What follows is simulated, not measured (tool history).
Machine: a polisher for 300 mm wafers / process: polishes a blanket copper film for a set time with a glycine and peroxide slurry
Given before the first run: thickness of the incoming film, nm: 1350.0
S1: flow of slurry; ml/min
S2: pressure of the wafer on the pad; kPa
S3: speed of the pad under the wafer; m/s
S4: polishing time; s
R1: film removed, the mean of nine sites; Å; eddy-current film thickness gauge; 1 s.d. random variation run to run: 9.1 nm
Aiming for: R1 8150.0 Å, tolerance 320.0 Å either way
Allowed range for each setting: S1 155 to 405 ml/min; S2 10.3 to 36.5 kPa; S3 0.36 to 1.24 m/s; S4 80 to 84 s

run	hour	S1	S2	S3	S4	R1
1	0.0	260	23.4	0.80	80	4783.4
2	3.9	260	25.5	0.82	80	5301.7
3	5.2	230	25.5	0.82	80	5120.3
4	9.7	230	25.5	1.02	80	6010.4
5	12.9	190	25.5	1.02	80	5780.6
6	17.1	235	25.5	1.02	80	6204.6
7	23.3	250	26.2	1.02	80	6238.4
8	31.2	255	27.6	1.02	80	6612.4
# hour 33.0: slurry nozzle cleaned
9	33.0	260	28.3	1.02	80	6935.7
10	40.7	270	29.0	1.02	80	7197.7
11	42.4	280	29.0	1.02	80	7129.6
12	49.1	285	29.6	1.02	80	7356.6

Exercise: of the 5 proposed moves below, exactly one satisfies all targets within the stated allowed misses. Which move is it?
A	55.8	275	31.7	0.84	80	?
B	55.8	290	29.0	1.14	83	?
C	55.8	300	35.9	0.96	84	?
D	55.8	340	31.0	0.88	81	?
E	55.8	280	29.0	0.90	80	?

move	R1
A	6699.3
B	8253.4
C	8796.7
D	7037.7
E	6550.1
A: the biggest miss grows against the last run
B: meets every target
C: the result that was furthest off in the last run now lies on the other side of its target
D: the biggest miss grows against the last run
E: the biggest miss grows against the last run
Correct choice: B, which meets every target

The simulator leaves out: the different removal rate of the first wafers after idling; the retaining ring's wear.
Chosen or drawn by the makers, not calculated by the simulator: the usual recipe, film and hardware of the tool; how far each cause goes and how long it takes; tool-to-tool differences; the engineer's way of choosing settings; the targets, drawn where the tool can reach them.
